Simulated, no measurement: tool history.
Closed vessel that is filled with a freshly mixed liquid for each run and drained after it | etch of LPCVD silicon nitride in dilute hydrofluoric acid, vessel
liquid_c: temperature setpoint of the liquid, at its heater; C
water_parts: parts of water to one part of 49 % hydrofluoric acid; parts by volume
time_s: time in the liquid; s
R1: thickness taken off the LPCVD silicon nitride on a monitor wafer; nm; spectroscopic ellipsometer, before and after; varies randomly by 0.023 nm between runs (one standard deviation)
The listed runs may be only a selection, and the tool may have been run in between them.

run 1 hour=0.0 | liquid_c=25.0 water_parts=160 time_s=2870 | R1=9.6089
run 2 hour=4.8 | liquid_c=25.0 water_parts=115 time_s=2870 | R1=13.2620
run 3 hour=8.4 | liquid_c=25.0 water_parts=140 time_s=2870 | R1=10.9160
run 4 hour=11.4 | liquid_c=23.0 water_parts=140 time_s=2870 | R1=9.6341
run 5 hour=14.5 | liquid_c=26.5 water_parts=140 time_s=2870 | R1=11.9970
run 6 hour=16.3 | liquid_c=29.0 water_parts=140 time_s=2870 | R1=13.9950
run 7 hour=19.2 | liquid_c=26.0 water_parts=140 time_s=2870 | R1=11.5930

Run 8 has not been measured yet. What should we expect?
run 8 hour=28.0 | liquid_c=24.0 water_parts=140 time_s=2870 | R1=?

{"run 8": {"R1": 10.202}}
